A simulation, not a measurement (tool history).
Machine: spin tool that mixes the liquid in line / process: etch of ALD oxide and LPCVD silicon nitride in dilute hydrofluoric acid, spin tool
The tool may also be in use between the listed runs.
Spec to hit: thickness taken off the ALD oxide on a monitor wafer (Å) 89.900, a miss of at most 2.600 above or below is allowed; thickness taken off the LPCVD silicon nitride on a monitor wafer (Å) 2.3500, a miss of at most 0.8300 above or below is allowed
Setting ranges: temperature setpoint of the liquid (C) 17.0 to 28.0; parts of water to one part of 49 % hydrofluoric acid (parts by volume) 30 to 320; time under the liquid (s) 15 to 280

run    day  temperature setpoint of the liquid (C)  parts of water to one part of 49 % hydrofluoric acid (parts by volume)  time under the liquid (s)  thickness taken off the ALD oxide on a monitor wafer (Å)  thickness taken off the LPCVD silicon nitride on a monitor wafer (Å)
  1  0.000                                    20.0                                                                     175                        145                                                   113.310                                                                2.9270
  2  0.112                                    20.0                                                                     175                        195                                                   151.040                                                                3.7266
  3  0.383                                    20.0                                                                     175                        220                                                   170.430                                                                4.5833
  4  0.425                                    19.5                                                                     185                        220                                                   156.800                                                                3.7685
  5  0.579                                    19.5                                                                     195                        220                                                   149.260                                                                3.5221
  6  0.762                                    19.5                                                                     205                        220                                                   139.240                                                                3.6489
  7  1.075                                    17.0                                                                     260                        220                                                    94.366                                                                2.1466
  8  1.388                                    17.0                                                                     260                        220                                                    94.992                                                                2.6779

Below are 5 possible settings for the next run. Only one of them brings all results inside the allowed miss of their targets. Which is it?
  A  1.700                                    17.0                                                                     105                         85                                                         ?                                                                     ?
  B  1.700                                    21.0                                                                     265                        220                                                         ?                                                                     ?
  C  1.700                                    17.0                                                                     185                        160                                                         ?                                                                     ?
  D  1.700                                    17.5                                                                     270                        215                                                         ?                                                                     ?
  E  1.700                                    17.0                                                                     165                        145                                                         ?                                                                     ?

move  thickness taken off the ALD oxide on a monitor wafer (Å)  thickness taken off the LPCVD silicon nitride on a monitor wafer (Å)
   A                                                   105.050                                                                2.6040
   B                                                   107.840                                                                3.5884
   C                                                   103.790                                                                2.8389
   D                                                    90.305                                                                2.7469
   E                                                   107.470                                                                2.8716
A: lands further from the targets than the last run did
B: lands further from the targets than the last run did
C: lands further from the targets than the last run did
D: each result inside its tolerance
E: lands further from the targets than the last run did
So the answer is move D, the one that meets all the targets.
